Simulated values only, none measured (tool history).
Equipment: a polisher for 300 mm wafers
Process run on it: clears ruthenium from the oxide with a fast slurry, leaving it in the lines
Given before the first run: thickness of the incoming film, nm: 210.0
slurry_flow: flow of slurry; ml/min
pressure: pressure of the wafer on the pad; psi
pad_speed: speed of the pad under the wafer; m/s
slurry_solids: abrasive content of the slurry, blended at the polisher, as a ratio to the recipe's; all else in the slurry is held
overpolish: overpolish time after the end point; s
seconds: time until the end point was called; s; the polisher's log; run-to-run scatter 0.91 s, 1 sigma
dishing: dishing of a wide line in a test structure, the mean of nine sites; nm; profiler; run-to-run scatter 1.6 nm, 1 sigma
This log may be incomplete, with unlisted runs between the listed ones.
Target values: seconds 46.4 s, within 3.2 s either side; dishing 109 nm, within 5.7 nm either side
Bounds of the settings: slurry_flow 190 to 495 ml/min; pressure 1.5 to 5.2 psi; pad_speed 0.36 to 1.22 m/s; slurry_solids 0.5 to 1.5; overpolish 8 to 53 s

{"run": 1, "hour": 0.0, "slurry_flow": 320, "pressure": 3.3, "pad_speed": 0.78, "slurry_solids": 1, "overpolish": 27, "seconds": 50.668, "dishing": 78.817}
{"run": 2, "hour": 1.0, "slurry_flow": 320, "pressure": 3.3, "pad_speed": 0.78, "slurry_solids": 1, "overpolish": 33, "seconds": 49.891, "dishing": 91.073}
{"run": 3, "hour": 2.0, "slurry_flow": 320, "pressure": 3.3, "pad_speed": 0.78, "slurry_solids": 1, "overpolish": 34, "seconds": 51.18, "dishing": 94.412}
{"run": 4, "hour": 10.1, "slurry_flow": 320, "pressure": 3.3, "pad_speed": 0.78, "slurry_solids": 0.85, "overpolish": 34, "seconds": 54.81, "dishing": 88.247}
{"run": 5, "hour": 12.5, "slurry_flow": 320, "pressure": 3.3, "pad_speed": 0.78, "slurry_solids": 0.85, "overpolish": 26, "seconds": 53.879, "dishing": 70.807}
{"run": 6, "hour": 13.5, "slurry_flow": 320, "pressure": 3.4, "pad_speed": 0.78, "slurry_solids": 0.85, "overpolish": 28, "seconds": 53.267, "dishing": 77.434}
{"run": 7, "hour": 19.1, "slurry_flow": 320, "pressure": 3.5, "pad_speed": 0.78, "slurry_solids": 0.85, "overpolish": 30, "seconds": 50.81, "dishing": 83.718}
{"run": 8, "hour": 21.7, "slurry_flow": 320, "pressure": 3.5, "pad_speed": 0.78, "slurry_solids": 0.85, "overpolish": 31, "seconds": 51.8, "dishing": 83.723}
{"run": 9, "hour": 24.1, "slurry_flow": 320, "pressure": 3.6, "pad_speed": 0.78, "slurry_solids": 0.85, "overpolish": 32, "seconds": 50.158, "dishing": 86.274}
{"run": 10, "hour": 25.2, "slurry_flow": 320, "pressure": 3.6, "pad_speed": 0.8, "slurry_solids": 0.85, "overpolish": 33, "seconds": 49.454, "dishing": 91.526}
{"run": 11, "hour": 28.4, "slurry_flow": 320, "pressure": 3.6, "pad_speed": 0.8, "slurry_solids": 0.85, "overpolish": 34, "seconds": 48.556, "dishing": 93.882}

Exercise: of the 5 proposed moves below, exactly one satisfies all targets within the stated allowed misses. Which move is it?
{"run": "A", "hour": 31.6, "slurry_flow": 385, "pressure": 3.4, "pad_speed": 0.82, "slurry_solids": 1, "overpolish": 39, "seconds": "?", "dishing": "?"}
{"run": "B", "hour": 31.6, "slurry_flow": 240, "pressure": 4.7, "pad_speed": 0.6, "slurry_solids": 0.95, "overpolish": 35, "seconds": "?", "dishing": "?"}
{"run": "C", "hour": 31.6, "slurry_flow": 280, "pressure": 3.4, "pad_speed": 0.64, "slurry_solids": 1.05, "overpolish": 41, "seconds": "?", "dishing": "?"}
{"run": "D", "hour": 31.6, "slurry_flow": 310, "pressure": 3.3, "pad_speed": 0.84, "slurry_solids": 0.85, "overpolish": 38, "seconds": "?", "dishing": "?"}
{"run": "E", "hour": 31.6, "slurry_flow": 290, "pressure": 4.2, "pad_speed": 0.86, "slurry_solids": 1.05, "overpolish": 32, "seconds": "?", "dishing": "?"}

move=A seconds=45.696 dishing=107.71
move=B seconds=45.633 dishing=100.17
move=C seconds=55.468 dishing=97.613
move=D seconds=50.431 dishing=98.937
move=E seconds=36.112 dishing=110.41
A: every result within its allowed miss
B: closer than the last run, but not yet in spec
C: misses by more than the last run did
D: closer than the last run, but not yet in spec
E: brings the result that was furthest off to its target, and leaves another outside
The right move is A.

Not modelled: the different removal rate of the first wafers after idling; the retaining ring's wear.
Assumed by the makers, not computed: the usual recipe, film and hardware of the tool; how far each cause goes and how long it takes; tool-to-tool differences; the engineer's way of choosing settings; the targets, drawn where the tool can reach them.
